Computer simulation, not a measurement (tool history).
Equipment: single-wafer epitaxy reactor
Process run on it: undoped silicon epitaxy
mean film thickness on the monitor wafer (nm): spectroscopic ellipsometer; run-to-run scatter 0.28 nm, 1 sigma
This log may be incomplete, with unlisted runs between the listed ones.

| run | day | wafer temperature setpoint (pyrometer-controlled) (°C) | deposition time (s) | mean film thickness on the monitor wafer (nm) |
|---|---|---|---|---|
| 1 | 0 | 650 | 566 | 93.367 |
| 2 | 0.238 | 650 | 518 | 85.923 |
| 3 | 0.608 | 655 | 518 | 94.38 |
| 4 | 0.654 | 653 | 517 | 90.098 |
| 5 | 0.721 | 648 | 517 | 82.65 |
| 6 | 0.846 | 647 | 517 | 80.626 |
| 7 | 1.033 | 646 | 517 | 78.677 |
| 8 | 1.296 | 645 | 517 | 77.708 |
| 9 | 1.608 | 644 | 517 | 76.082 |

Run 10 is up next; what results do you expect?
| 10 | 1.979 | 643 | 517 | ? |

{"run 10": {"mean film thickness on the monitor wafer (nm)": 74.564}}
